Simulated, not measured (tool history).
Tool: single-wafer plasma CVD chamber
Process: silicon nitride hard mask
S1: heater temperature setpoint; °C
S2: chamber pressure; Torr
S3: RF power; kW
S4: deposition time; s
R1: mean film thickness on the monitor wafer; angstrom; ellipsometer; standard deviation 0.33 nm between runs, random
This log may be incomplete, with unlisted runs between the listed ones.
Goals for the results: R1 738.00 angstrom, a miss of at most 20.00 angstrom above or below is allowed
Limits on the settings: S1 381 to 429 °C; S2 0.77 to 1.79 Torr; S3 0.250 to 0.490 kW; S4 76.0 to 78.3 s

{"run": 1, "day": 0.0, "S1": 405, "S2": 1.28, "S3": 0.37, "S4": 76.0, "R1": 976.84}
{"run": 2, "day": 0.271, "S1": 405, "S2": 1.2, "S3": 0.35, "S4": 76.0, "R1": 930.69}
{"run": 3, "day": 0.429, "S1": 405, "S2": 1.14, "S3": 0.33, "S4": 76.0, "R1": 883.59}
{"run": 4, "day": 0.783, "S1": 405, "S2": 1.14, "S3": 0.355, "S4": 76.0, "R1": 920.68}
{"run": 5, "day": 1.058, "S1": 405, "S2": 1.14, "S3": 0.355, "S4": 76.0, "R1": 919.37}
{"run": 6, "day": 1.2, "S1": 405, "S2": 1.08, "S3": 0.34, "S4": 76.0, "R1": 889.05}
{"run": 7, "day": 1.362, "S1": 405, "S2": 1.03, "S3": 0.325, "S4": 76.0, "R1": 846.44}
{"run": 8, "day": 1.567, "S1": 405, "S2": 0.99, "S3": 0.315, "S4": 76.0, "R1": 821.68}
{"run": 9, "day": 1.588, "S1": 405, "S2": 0.78, "S3": 0.27, "S4": 76.0, "R1": 682.47}
{"run": 10, "day": 1.7, "S1": 405, "S2": 0.81, "S3": 0.27, "S4": 76.0, "R1": 698.67}
{"run": 11, "day": 1.996, "S1": 405, "S2": 0.83, "S3": 0.27, "S4": 76.0, "R1": 704.33}
{"run": 12, "day": 2.108, "S1": 405, "S2": 0.85, "S3": 0.27, "S4": 76.0, "R1": 708.27}

4 candidate next runs follow, results not yet known. Just one meets every target within its allowed miss. Identify it.
{"run": "A", "day": 2.221, "S1": 416, "S2": 1.03, "S3": 0.25, "S4": 78.3, "R1": "?"}
{"run": "B", "day": 2.221, "S1": 394, "S2": 0.77, "S3": 0.265, "S4": 77.0, "R1": "?"}
{"run": "C", "day": 2.221, "S1": 404, "S2": 0.77, "S3": 0.255, "S4": 76.0, "R1": "?"}
{"run": "D", "day": 2.221, "S1": 409, "S2": 0.84, "S3": 0.26, "S4": 76.0, "R1": "?"}

move=A R1=726.81
move=B R1=684.85
move=C R1=655.80
move=D R1=682.33
A: every result within its allowed miss
B: further off than the last run
C: further off than the last run
D: further off than the last run
The move that meets every target is A.
